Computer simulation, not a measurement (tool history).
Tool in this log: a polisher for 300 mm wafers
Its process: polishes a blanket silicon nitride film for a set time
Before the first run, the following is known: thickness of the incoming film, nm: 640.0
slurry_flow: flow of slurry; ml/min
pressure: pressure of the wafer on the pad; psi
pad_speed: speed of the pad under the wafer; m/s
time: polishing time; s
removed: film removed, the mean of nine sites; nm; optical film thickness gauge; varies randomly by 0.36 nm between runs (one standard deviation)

run 1 hour=0 | slurry_flow=130 pressure=4.3 pad_speed=1.2 time=21 | removed=55.26
run 2 hour=4.7 | slurry_flow=145 pressure=4.3 pad_speed=1.2 time=21 | removed=57.966
run 3 hour=7.7 | slurry_flow=140 pressure=3.9 pad_speed=1.14 time=21 | removed=49.139
run 4 hour=12.1 | slurry_flow=135 pressure=3.5 pad_speed=1.1 time=21 | removed=44.372
run 5 hour=20.4 | slurry_flow=135 pressure=3.5 pad_speed=1 time=21 | removed=40.371
-- hour=22.3 head pressure recalibrated
run 6 hour=22.3 | slurry_flow=135 pressure=3.2 pad_speed=0.98 time=21 | removed=41.006
run 7 hour=30.9 | slurry_flow=100 pressure=2 pad_speed=0.64 time=19 | removed=17.341

Run 8 comes next. What will it give?
run 8 hour=31.9 | slurry_flow=110 pressure=2.1 pad_speed=0.64 time=19 | removed=?

removed: 18.364 nm
